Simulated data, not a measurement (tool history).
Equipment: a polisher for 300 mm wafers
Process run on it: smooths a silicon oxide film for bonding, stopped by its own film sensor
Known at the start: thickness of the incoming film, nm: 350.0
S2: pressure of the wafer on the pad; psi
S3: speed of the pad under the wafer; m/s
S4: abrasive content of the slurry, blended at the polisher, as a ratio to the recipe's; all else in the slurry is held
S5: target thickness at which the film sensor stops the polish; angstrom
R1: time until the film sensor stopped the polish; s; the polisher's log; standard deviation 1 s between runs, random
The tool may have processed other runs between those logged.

run 1 hour=0.0 | flow_of_slurry_(ml/min)=220 S2=2.3 S3=0.88 S4=1.0 S5=3150 | R1=43.700
run 2 hour=6.1 | flow_of_slurry_(ml/min)=190 S2=2.3 S3=0.88 S4=1.0 S5=3150 | R1=45.502
run 3 hour=13.6 | flow_of_slurry_(ml/min)=190 S2=2.0 S3=0.88 S4=1.0 S5=3150 | R1=52.460
run 4 hour=18.7 | flow_of_slurry_(ml/min)=185 S2=1.9 S3=0.86 S4=1.0 S5=3150 | R1=55.441
run 5 hour=24.4 | flow_of_slurry_(ml/min)=185 S2=1.8 S3=0.84 S4=1.0 S5=3150 | R1=59.830
run 6 hour=27.2 | flow_of_slurry_(ml/min)=150 S2=1.8 S3=0.84 S4=1.0 S5=3150 | R1=61.634
run 7 hour=29.3 | flow_of_slurry_(ml/min)=150 S2=1.7 S3=0.82 S4=1.0 S5=3150 | R1=66.451
run 8 hour=30.0 | flow_of_slurry_(ml/min)=150 S2=1.6 S3=0.82 S4=1.0 S5=3150 | R1=71.015
run 9 hour=35.1 | flow_of_slurry_(ml/min)=150 S2=1.5 S3=0.82 S4=1.0 S5=3150 | R1=75.344
run 10 hour=42.3 | flow_of_slurry_(ml/min)=150 S2=1.5 S3=0.82 S4=1.0 S5=3150 | R1=73.835
run 11 hour=47.8 | flow_of_slurry_(ml/min)=150 S2=1.4 S3=0.82 S4=1.0 S5=3150 | R1=81.513

The next listed run, before its measurement:
run 12 hour=50.0 | flow_of_slurry_(ml/min)=150 S2=1.2 S3=0.82 S4=1.0 S5=3150 | R1=?

For run 12 the tool returned R1 92.370 s.
